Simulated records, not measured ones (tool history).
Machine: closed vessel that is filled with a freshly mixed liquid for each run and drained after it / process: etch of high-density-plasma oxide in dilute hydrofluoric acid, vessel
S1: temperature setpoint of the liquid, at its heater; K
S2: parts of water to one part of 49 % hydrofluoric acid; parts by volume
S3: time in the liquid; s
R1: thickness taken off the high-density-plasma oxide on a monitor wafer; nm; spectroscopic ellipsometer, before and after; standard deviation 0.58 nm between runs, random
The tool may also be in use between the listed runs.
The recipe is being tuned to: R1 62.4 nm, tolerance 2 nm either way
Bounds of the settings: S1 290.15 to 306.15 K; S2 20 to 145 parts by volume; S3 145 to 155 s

Run 1, hour 0: S1 298.15 K, S2 80 parts by volume, S3 145 s. Result: R1 20.668 nm.
Run 2, hour 8: S1 299.15 K, S2 70 parts by volume, S3 145 s. Result: R1 25.416 nm.
Run 3, hour 14.5: S1 297.15 K, S2 70 parts by volume, S3 145 s. Result: R1 23.302 nm.
Run 4, hour 15.5: S1 298.65 K, S2 70 parts by volume, S3 145 s. Result: R1 24.485 nm.
Run 5, hour 22.2: S1 298.65 K, S2 70 parts by volume, S3 145 s. Result: R1 24.435 nm.
Run 6, hour 23.7: S1 298.65 K, S2 70 parts by volume, S3 145 s. Result: R1 25.136 nm.
Run 7, hour 32.8: S1 299.65 K, S2 65 parts by volume, S3 145 s. Result: R1 27.963 nm.
Run 8, hour 37.4: S1 300.65 K, S2 60 parts by volume, S3 145 s. Result: R1 31.29 nm.
Run 9, hour 41.7: S1 301.15 K, S2 55 parts by volume, S3 145 s. Result: R1 35.382 nm.
Run 10, hour 47.9: S1 301.65 K, S2 50 parts by volume, S3 145 s. Result: R1 39.871 nm.
Run 11, hour 56.4: S1 301.65 K, S2 50 parts by volume, S3 145 s. Result: R1 40.122 nm.
Run 12, hour 61.8: S1 302.15 K, S2 50 parts by volume, S3 145 s. Result: R1 41.11 nm.
Run 13, hour 64.5: S1 302.65 K, S2 50 parts by volume, S3 145 s. Result: R1 41.992 nm.
Run 14, hour 72.8: S1 303.15 K, S2 50 parts by volume, S3 145 s. Result: R1 42.801 nm.
Run 15, hour 81.6: S1 306.15 K, S2 25 parts by volume, S3 145 s. Result: R1 100.93 nm.
Run 16, hour 90.5: S1 302.15 K, S2 25 parts by volume, S3 145 s. Result: R1 84.305 nm.
Run 17, hour 94.7: S1 298.15 K, S2 25 parts by volume, S3 145 s. Result: R1 73.043 nm.
Run 18, hour 97.9: S1 297.65 K, S2 25 parts by volume, S3 145 s. Result: R1 71.527 nm.
Run 19, hour 105.8: S1 297.15 K, S2 25 parts by volume, S3 145 s. Result: R1 69.539 nm.
Run 20, hour 111.6: S1 296.65 K, S2 25 parts by volume, S3 145 s. Result: R1 68.573 nm.

4 next moves are on the table. One of them brings every result within its allowed miss. Which?
Run A, hour 117.4: S1 298.15 K, S2 30 parts by volume, S3 150 s. Result: R1 ?.
Run B, hour 117.4: S1 295.15 K, S2 25 parts by volume, S3 155 s. Result: R1 ?.
Run C, hour 117.4: S1 297.65 K, S2 30 parts by volume, S3 145 s. Result: R1 ?.
Run D, hour 117.4: S1 297.65 K, S2 25 parts by volume, S3 155 s. Result: R1 ?.

move      R1
   A  61.583
   B  67.753
   C  58.304
   D  75.303
A: every result within its allowed miss
B: gains on the last run, yet a result remains outside its allowed miss
C: the result that was furthest off in the last run now lies on the other side of its target
D: lands further from the targets than the last run did
The right move is A.
